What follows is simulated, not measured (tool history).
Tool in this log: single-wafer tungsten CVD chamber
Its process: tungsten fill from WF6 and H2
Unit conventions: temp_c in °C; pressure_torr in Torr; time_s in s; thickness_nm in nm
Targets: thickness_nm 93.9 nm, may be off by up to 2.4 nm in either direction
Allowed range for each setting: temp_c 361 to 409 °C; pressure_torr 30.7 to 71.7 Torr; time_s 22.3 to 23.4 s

run  hour  temp_c  pressure_torr  time_s  thickness_nm
  1     0     385           51.2    23.4        73.815
  2   6.8     386           51.3    23.4        75.247
  3  12.8     386           55.4    23.4        76.997
  4  19.1     387           55.5    23.4        78.092
  5  26.3     387           49.7    23.4         75.85
  6    30     387           40.8    23.4        70.917
  7  35.6     399           42.1    23.4        88.263
  8  42.6     401           42.3    23.4        90.835

Which of these 4 next moves meets every target?
  A  49.6     404           40.4    23.4             ?
  B  49.6     399           46.3    22.3             ?
  C  49.6     399           39.2    23.4             ?
  D  49.6     401           40.6      23             ?

move  thickness_nm
   A         94.07
   B        86.309
   C        85.987
   D        88.281
A: all results in spec
B: its largest miss is bigger than the last run's
C: its largest miss is bigger than the last run's
D: its largest miss is bigger than the last run's
Go with A: it meets all targets.

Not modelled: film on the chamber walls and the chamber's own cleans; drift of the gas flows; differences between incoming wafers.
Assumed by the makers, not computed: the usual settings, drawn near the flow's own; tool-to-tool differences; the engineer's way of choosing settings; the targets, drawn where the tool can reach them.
